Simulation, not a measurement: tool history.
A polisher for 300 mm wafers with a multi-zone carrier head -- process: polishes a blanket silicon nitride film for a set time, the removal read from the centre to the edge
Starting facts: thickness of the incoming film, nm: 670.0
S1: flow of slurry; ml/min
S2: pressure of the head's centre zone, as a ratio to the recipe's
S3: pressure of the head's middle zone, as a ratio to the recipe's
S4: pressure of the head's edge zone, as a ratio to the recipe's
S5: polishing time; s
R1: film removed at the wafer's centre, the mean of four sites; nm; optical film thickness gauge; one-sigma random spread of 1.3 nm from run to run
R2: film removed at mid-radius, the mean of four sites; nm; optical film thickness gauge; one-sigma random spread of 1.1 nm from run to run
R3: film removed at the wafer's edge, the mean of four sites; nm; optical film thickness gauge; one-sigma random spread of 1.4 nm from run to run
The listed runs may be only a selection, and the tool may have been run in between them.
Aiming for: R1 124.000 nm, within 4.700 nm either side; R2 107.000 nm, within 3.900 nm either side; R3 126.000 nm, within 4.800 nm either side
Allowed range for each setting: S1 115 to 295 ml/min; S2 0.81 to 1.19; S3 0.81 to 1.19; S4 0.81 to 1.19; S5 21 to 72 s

run	hour	S1	S2	S3	S4	S5	R1	R2	R3
1	0.0	190	1.00	1.00	1.00	46	86.784	89.365	88.861
2	1.9	190	1.00	1.07	1.00	46	87.072	93.627	87.737
3	7.1	195	1.01	1.05	1.02	47	91.029	94.871	90.244
4	10.0	195	1.01	1.02	1.03	49	92.014	96.777	94.257
# hour 12.3: worn pad replaced by a new one
5	12.3	195	1.01	1.02	1.03	59	122.230	124.980	123.970
6	16.7	195	0.96	1.02	1.03	59	117.110	125.930	122.200
7	23.5	190	0.98	1.00	1.03	59	117.490	119.450	123.720
8	25.5	185	0.99	0.99	1.03	59	118.410	120.980	122.160
9	27.7	185	1.00	0.97	1.03	59	118.560	116.780	120.780
10	35.4	185	1.01	0.96	1.04	59	119.390	116.610	123.360

5 next moves are on the table. One of them brings every result within its allowed miss. Which?
A	43.1	185	1.04	0.85	1.09	59	?	?	?
B	43.1	170	0.96	0.85	0.96	60	?	?	?
C	43.1	185	0.98	1.00	1.10	60	?	?	?
D	43.1	120	0.98	1.04	1.06	65	?	?	?
E	43.1	165	1.07	1.05	0.97	60	?	?	?

move	R1	R2	R3
A	124.490	107.790	126.680
B	115.170	108.320	120.510
C	119.370	125.540	129.130
D	119.090	130.660	130.350
E	127.990	128.590	120.340
A: all results in spec
B: meets the target for the result that was furthest off, but another lies outside its allowed miss
C: moves away from the targets compared with the last run
D: moves away from the targets compared with the last run
E: moves away from the targets compared with the last run
The move that meets every target is A.
